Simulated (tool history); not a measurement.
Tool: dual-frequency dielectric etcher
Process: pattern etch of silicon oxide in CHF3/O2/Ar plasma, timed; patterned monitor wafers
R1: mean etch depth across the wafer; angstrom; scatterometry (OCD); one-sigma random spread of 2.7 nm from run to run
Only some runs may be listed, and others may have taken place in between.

Run 1, hour 0: source power (W) 830, bias power (W) 145, etch time (s) 269. Result: R1 5431.2 angstrom.
Run 2, hour 4.4: source power (W) 830, bias power (W) 145, etch time (s) 269. Result: R1 5368.1 angstrom.
Run 3, hour 8: source power (W) 900, bias power (W) 145, etch time (s) 269. Result: R1 5540.8 angstrom.
Run 4, hour 12.6: source power (W) 900, bias power (W) 145, etch time (s) 243.5. Result: R1 5087.7 angstrom.
Run 5, hour 15.8: source power (W) 900, bias power (W) 145, etch time (s) 243.5. Result: R1 5019.4 angstrom.
Run 6, hour 19.3: source power (W) 870, bias power (W) 140, etch time (s) 243.5. Result: R1 4997.4 angstrom.

What does the tool deliver on the next run?
Run 7, hour 27.2: source power (W) 840, bias power (W) 137, etch time (s) 243.5. Result: R1 ?.

R1: 4907.1 angstrom
